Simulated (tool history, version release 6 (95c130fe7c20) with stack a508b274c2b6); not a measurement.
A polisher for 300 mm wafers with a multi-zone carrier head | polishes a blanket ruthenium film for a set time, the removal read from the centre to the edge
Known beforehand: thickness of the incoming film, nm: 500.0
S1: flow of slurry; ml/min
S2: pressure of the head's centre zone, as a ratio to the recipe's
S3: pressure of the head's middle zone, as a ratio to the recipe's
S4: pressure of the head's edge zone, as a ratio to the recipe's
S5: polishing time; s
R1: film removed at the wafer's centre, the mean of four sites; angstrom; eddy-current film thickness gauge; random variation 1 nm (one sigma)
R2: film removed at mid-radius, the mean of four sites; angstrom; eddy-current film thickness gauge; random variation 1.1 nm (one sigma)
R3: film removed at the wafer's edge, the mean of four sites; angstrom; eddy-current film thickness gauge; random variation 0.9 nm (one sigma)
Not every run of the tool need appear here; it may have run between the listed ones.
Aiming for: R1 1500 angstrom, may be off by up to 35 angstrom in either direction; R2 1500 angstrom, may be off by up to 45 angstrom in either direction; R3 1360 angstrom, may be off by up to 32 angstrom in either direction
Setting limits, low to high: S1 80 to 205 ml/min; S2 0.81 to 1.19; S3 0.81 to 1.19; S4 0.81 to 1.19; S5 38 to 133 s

| run | hour | S1 | S2 | S3 | S4 | S5 | R1 | R2 | R3 |
|---|---|---|---|---|---|---|---|---|---|
| 1 | 0 | 135 | 1 | 1 | 1 | 85 | 1057.2 | 1060.5 | 1018.7 |
| 2 | 2.9 | 145 | 1.02 | 1.02 | 1.03 | 87 | 1114.8 | 1117.4 | 1077.2 |
| 3 | 5.8 | 145 | 1.02 | 1.02 | 1.03 | 106 | 1364.3 | 1361.2 | 1311 |
| 4 | 11.5 | 155 | 1.02 | 1.03 | 1.03 | 106 | 1387.7 | 1399 | 1311.6 |
| 5 | 16.9 | 160 | 1.02 | 1.03 | 1.03 | 106 | 1399.7 | 1398 | 1333.8 |
| 6 | 23.1 | 165 | 1.02 | 1.04 | 1.03 | 106 | 1394.3 | 1423.8 | 1331.3 |
| 7 | 27.4 | 170 | 1.03 | 1.04 | 1.03 | 106 | 1428.2 | 1425.2 | 1342.5 |
| 8 | 28.2 | 175 | 1.03 | 1.05 | 1.03 | 106 | 1423.2 | 1449.9 | 1342.7 |

Exercise: of the 4 proposed moves below, exactly one satisfies all targets within the stated allowed misses. Which move is it?
| A | 29 | 180 | 1.03 | 1.07 | 1.19 | 102 | ? | ? | ? |
| B | 29 | 195 | 0.94 | 1.1 | 1.02 | 105 | ? | ? | ? |
| C | 29 | 170 | 0.97 | 0.95 | 1 | 109 | ? | ? | ? |
| D | 29 | 200 | 1.07 | 1.09 | 1.06 | 104 | ? | ? | ? |

| move | R1 | R2 | R3 |
|---|---|---|---|
| A | 1375.9 | 1426.3 | 1395.6 |
| B | 1310.6 | 1523.9 | 1340.9 |
| C | 1367.6 | 1365.6 | 1358.5 |
| D | 1485.4 | 1502.3 | 1357.5 |
A: lands further from the targets than the last run did
B: lands further from the targets than the last run did
C: lands further from the targets than the last run did
D: hits every target within its allowed miss
The right move is D.
